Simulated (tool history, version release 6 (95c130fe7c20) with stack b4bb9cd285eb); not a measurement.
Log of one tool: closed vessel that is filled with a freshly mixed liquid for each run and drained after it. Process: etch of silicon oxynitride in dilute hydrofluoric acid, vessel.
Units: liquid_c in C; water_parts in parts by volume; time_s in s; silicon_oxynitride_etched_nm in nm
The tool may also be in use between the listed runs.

run  hour  liquid_c  water_parts  time_s  silicon_oxynitride_etched_nm
  1   0.0      22.0          165     505                        6.4529
  2   2.1      22.0          135     505                        8.0195
  3  11.9      22.0          135     295                        4.7113
  4  19.6      21.5          155     295                        3.9667
  5  24.1      21.5          155     505                        6.7634
  6  27.7      24.0          155     505                        7.6947
  7  36.9      23.0          165     505                        6.7728
  8  45.9      22.0          175     505                        6.0374
  9  51.7      21.5          185     505                        5.5790
 10  58.8      21.0          195     505                        5.1405

Predict the results of run 11:
 11  66.5      20.5          205     505                             ?

silicon_oxynitride_etched_nm: 4.7914 nm

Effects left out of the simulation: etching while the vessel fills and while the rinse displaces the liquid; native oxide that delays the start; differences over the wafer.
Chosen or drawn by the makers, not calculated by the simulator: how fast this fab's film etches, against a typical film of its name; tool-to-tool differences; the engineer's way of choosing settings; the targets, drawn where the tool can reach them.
